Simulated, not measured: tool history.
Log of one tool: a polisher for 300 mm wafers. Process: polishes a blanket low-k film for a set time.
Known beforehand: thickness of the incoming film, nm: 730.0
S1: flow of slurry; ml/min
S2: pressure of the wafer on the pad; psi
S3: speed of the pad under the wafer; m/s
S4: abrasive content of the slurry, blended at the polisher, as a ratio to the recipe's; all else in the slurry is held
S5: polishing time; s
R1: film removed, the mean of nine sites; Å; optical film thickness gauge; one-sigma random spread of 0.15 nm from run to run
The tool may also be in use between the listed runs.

{"run": 1, "day": 0.0, "S1": 230, "S2": 1.2, "S3": 0.78, "S4": 1.0, "S5": 92, "R1": 225.87}
{"run": 2, "day": 0.275, "S1": 230, "S2": 1.4, "S3": 0.78, "S4": 1.0, "S5": 92, "R1": 258.16}
{"run": 3, "day": 0.429, "S1": 230, "S2": 1.4, "S3": 0.78, "S4": 1.0, "S5": 97, "R1": 272.96}
{"run": 4, "day": 0.729, "S1": 230, "S2": 1.2, "S3": 0.76, "S4": 1.0, "S5": 97, "R1": 232.26}
{"run": 5, "day": 0.833, "S1": 230, "S2": 1.2, "S3": 0.62, "S4": 1.0, "S5": 97, "R1": 203.74}
{"run": 6, "day": 1.108, "S1": 210, "S2": 1.2, "S3": 0.62, "S4": 1.0, "S5": 97, "R1": 197.54}
{"run": 7, "day": 1.362, "S1": 205, "S2": 1.1, "S3": 0.62, "S4": 1.0, "S5": 97, "R1": 187.59}
{"run": 8, "day": 1.738, "S1": 205, "S2": 1.0, "S3": 0.62, "S4": 1.0, "S5": 97, "R1": 175.87}

For run 9, what comes out?
{"run": 9, "day": 1.854, "S1": 205, "S2": 1.0, "S3": 0.62, "S4": 1.0, "S5": 97, "R1": "?"}

Run 9 gave R1 174.95 Å.
